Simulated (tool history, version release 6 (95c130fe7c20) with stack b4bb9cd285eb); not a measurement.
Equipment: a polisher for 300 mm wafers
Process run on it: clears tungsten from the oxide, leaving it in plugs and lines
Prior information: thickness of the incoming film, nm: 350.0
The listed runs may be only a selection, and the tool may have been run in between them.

run	hour	flow of slurry (ml/min)	pressure of the wafer on the pad (psi)	speed of the pad under the wafer (cm/s)	abrasive content of the slurry	overpolish time after the end point (s)	time until the end point was called (s)
1	0.0	215	4.2	104	1.00	10	55.862
2	6.7	215	4.2	104	1.00	8	55.421
3	13.7	215	4.2	104	0.85	8	57.666
4	14.9	215	4.1	104	0.85	8	58.253
5	17.4	215	4.1	128	0.85	8	47.965
6	18.1	215	4.1	128	0.85	10	49.197
7	22.2	215	3.9	128	0.85	10	51.908
8	25.5	215	3.7	128	0.85	10	53.641
9	27.8	215	3.5	128	0.85	10	56.592
10	35.3	215	3.5	128	0.85	10	57.430
11	36.7	215	3.4	128	0.85	10	57.765
12	45.1	215	3.3	128	0.85	10	60.770
13	53.7	215	3.3	128	0.85	10	60.226
14	54.3	215	3.2	128	0.85	10	61.842
15	59.0	215	3.1	128	0.85	10	63.034
16	61.5	215	3.0	128	0.85	10	64.965

Run 17 has not been measured yet. What should we expect?
17	62.7	215	2.9	128	0.85	10	?

time until the end point was called (s): 67.316

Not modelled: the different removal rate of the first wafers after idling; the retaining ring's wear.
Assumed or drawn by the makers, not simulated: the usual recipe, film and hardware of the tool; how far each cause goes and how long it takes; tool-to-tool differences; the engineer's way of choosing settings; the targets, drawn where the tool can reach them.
